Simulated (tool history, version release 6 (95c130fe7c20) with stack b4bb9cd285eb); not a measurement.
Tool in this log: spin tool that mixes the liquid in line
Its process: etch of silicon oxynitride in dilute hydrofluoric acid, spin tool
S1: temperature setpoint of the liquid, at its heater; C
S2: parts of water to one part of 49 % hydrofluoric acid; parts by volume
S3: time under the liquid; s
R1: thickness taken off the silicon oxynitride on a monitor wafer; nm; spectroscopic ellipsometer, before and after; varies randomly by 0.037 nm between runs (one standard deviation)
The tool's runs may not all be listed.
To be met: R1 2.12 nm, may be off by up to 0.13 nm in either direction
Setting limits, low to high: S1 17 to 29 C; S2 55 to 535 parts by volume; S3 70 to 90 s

run	hour	S1	S2	S3	R1
1	0	21	295	90	0.75523
2	2.8	21	350	90	0.62111
3	7.6	22.5	295	90	0.76601
4	12.4	22.5	355	90	0.63468
5	15.1	22.5	355	70	0.50229
6	17.8	22.5	355	70	0.48641
7	20.5	22.5	290	75	0.69203
8	24.4	23.5	235	80	0.96433
9	28.3	24	200	80	1.1921
10	31.3	24.5	175	80	1.4424
11	37	25	165	80	1.5891
12	40	25.5	160	80	1.6319

Which one of the following 5 next-run settings gets every result inside its allowed miss? There is exactly one.
A	43	19	120	90	?
B	43	25.5	160	90	?
C	43	25.5	130	90	?
D	43	27.5	125	70	?
E	43	26.5	200	70	?

move	R1
A	1.8859
B	1.8615
C	2.3492
D	2.0901
E	1.1717
A: closer than the last run, but not yet in spec
B: closer than the last run, but not yet in spec
C: carries the result that was furthest off beyond its target, to the other side
D: hits every target within its allowed miss
E: further off than the last run
Go with D: it meets all targets.
